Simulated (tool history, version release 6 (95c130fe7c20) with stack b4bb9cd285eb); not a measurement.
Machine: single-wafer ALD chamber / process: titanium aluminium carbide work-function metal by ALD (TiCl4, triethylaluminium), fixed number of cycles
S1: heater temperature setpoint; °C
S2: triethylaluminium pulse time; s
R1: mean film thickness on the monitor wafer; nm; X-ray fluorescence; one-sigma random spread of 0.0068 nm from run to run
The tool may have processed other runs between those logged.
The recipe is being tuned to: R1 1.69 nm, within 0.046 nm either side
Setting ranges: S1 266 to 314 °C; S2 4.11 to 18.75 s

run 1 hour=0 | S1=290 S2=11.43 | R1=2.0769
run 2 hour=2.2 | S1=280 S2=11.43 | R1=1.9964
run 3 hour=3.7 | S1=269 S2=11.43 | R1=1.8948
run 4 hour=4.4 | S1=268 S2=9.96 | R1=1.87
-- hour=9.3 thermocouple changed; heater temperature recalibrated
run 5 hour=9.3 | S1=274 S2=9.96 | R1=1.883
run 6 hour=15.3 | S1=272 S2=9.14 | R1=1.8384
run 7 hour=16.8 | S1=271 S2=8.55 | R1=1.8187
run 8 hour=21.2 | S1=270 S2=7.98 | R1=1.7887
run 9 hour=26.8 | S1=269 S2=7.56 | R1=1.7633
run 10 hour=28.9 | S1=266 S2=4.2 | R1=1.4502
run 11 hour=33 | S1=269 S2=4.51 | R1=1.5187
run 12 hour=33.9 | S1=271 S2=4.84 | R1=1.5665
run 13 hour=40.6 | S1=273 S2=5.05 | R1=1.6149
run 14 hour=47.1 | S1=274 S2=5.14 | R1=1.6202
run 15 hour=55.9 | S1=275 S2=5.24 | R1=1.6507

Exercise: of the 4 proposed moves below, exactly one satisfies all targets within the stated allowed misses. Which move is it?
run A hour=64.7 | S1=266 S2=5.54 | R1=?
run B hour=64.7 | S1=271 S2=4.98 | R1=?
run C hour=64.7 | S1=266 S2=5.37 | R1=?
run D hour=64.7 | S1=283 S2=5.23 | R1=?

move=A R1=1.6066
move=B R1=1.588
move=C R1=1.5908
move=D R1=1.7059
A: its largest miss is bigger than the last run's
B: its largest miss is bigger than the last run's
C: its largest miss is bigger than the last run's
D: meets every target
Move D is the one to make.
